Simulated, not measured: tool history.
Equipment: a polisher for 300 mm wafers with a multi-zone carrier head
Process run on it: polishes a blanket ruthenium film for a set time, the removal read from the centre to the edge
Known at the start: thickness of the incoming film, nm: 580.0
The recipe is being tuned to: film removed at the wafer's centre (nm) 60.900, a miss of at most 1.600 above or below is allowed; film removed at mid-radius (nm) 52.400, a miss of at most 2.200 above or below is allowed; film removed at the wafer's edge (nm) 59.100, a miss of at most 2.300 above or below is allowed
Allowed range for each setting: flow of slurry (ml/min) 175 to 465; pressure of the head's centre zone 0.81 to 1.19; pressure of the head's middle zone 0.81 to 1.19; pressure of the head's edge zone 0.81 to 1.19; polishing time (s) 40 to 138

run  hour  flow of slurry (ml/min)  pressure of the head's centre zone  pressure of the head's middle zone  pressure of the head's edge zone  polishing time (s)  film removed at the wafer's centre (nm)  film removed at mid-radius (nm)  film removed at the wafer's edge (nm)
  1   0.0                      295                                1.00                                1.00                              1.00                  88                                   91.492                           91.783                                 90.964
  2   6.6                      290                                1.00                                0.96                              0.99                  81                                   84.144                           82.666                                 82.976
  3  13.7                      290                                1.00                                1.02                              0.99                  81                                   83.940                           85.841                                 82.767
  4  20.8                      285                                1.01                                0.98                              1.00                  75                                   77.454                           78.370                                 76.080
  5  29.1                      295                                1.03                                0.94                              1.04                  70                                   74.312                           70.164                                 72.783
  6  37.5                      220                                1.03                                0.94                              1.04                  70                                   73.141                           68.639                                 72.747
  7  44.7                      220                                1.03                                0.92                              1.04                  67                                   68.915                           64.280                                 69.117
  8  50.6                      220                                1.03                                0.90                              1.03                  65                                   66.541                           62.281                                 66.569
  9  55.8                      215                                1.04                                0.88                              1.03                  63                                   65.897                           58.871                                 63.934
 10  57.7                      210                                1.04                                0.87                              1.03                  62                                   63.409                           57.372                                 63.433

Which of these 5 next moves meets every target?
  A  59.6                      175                                1.04                                0.83                              0.98                  61                                        ?                                ?                                      ?
  B  59.6                      195                                1.01                                0.90                              0.98                  65                                        ?                                ?                                      ?
  C  59.6                      185                                1.01                                0.89                              1.00                  62                                        ?                                ?                                      ?
  D  59.6                      255                                0.99                                0.88                              0.96                  60                                        ?                                ?                                      ?
  E  59.6                      210                                1.00                                0.81                              1.13                  61                                        ?                                ?                                      ?

move  film removed at the wafer's centre (nm)  film removed at mid-radius (nm)  film removed at the wafer's edge (nm)
   A                                   60.216                           53.672                                 58.887
   B                                   63.530                           61.449                                 63.488
   C                                   60.048                           57.700                                 60.795
   D                                   59.767                           57.865                                 59.585
   E                                   59.703                           54.293                                 64.506
A: in spec on every target
B: misses by more than the last run did
C: misses by more than the last run did
D: misses by more than the last run did
E: the worst result of the last run now meets its target, but another is out of spec
Go with A: it meets all targets.
